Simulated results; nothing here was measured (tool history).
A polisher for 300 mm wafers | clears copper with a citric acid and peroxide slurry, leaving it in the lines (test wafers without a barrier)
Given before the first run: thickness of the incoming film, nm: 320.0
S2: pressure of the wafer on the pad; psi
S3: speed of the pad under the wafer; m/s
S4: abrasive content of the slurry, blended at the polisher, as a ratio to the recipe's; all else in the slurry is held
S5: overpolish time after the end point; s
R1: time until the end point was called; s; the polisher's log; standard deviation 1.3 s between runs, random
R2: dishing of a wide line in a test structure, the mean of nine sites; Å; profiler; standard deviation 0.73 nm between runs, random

{"run": 1, "hour": 0.0, "flow of slurry (ml/min)": 310, "S2": 3.1, "S3": 0.9, "S4": 1, "S5": 14, "R1": 167.36, "R2": 190.26}
{"run": 2, "hour": 5.0, "flow of slurry (ml/min)": 310, "S2": 3.3, "S3": 0.9, "S4": 1, "S5": 15, "R1": 159.81, "R2": 211.56}
{"run": 3, "hour": 12.6, "flow of slurry (ml/min)": 310, "S2": 3.3, "S3": 0.9, "S4": 1.2, "S5": 15, "R1": 153.57, "R2": 219.86}
{"run": 4, "hour": 15.0, "flow of slurry (ml/min)": 310, "S2": 3.4, "S3": 0.9, "S4": 1.2, "S5": 16, "R1": 149.3, "R2": 238.44}
{"run": 5, "hour": 22.5, "flow of slurry (ml/min)": 365, "S2": 3.4, "S3": 0.9, "S4": 1.2, "S5": 16, "R1": 147.95, "R2": 234.78}
{"run": 6, "hour": 26.6, "flow of slurry (ml/min)": 365, "S2": 3.5, "S3": 0.9, "S4": 1.2, "S5": 17, "R1": 146.15, "R2": 260.8}

What does the tool deliver on the next run?
{"run": 7, "hour": 27.6, "flow of slurry (ml/min)": 365, "S2": 3.6, "S3": 0.9, "S4": 1.2, "S5": 17, "R1": "?", "R2": "?"}

R1: 139.85 s
R2: 271.59 Å
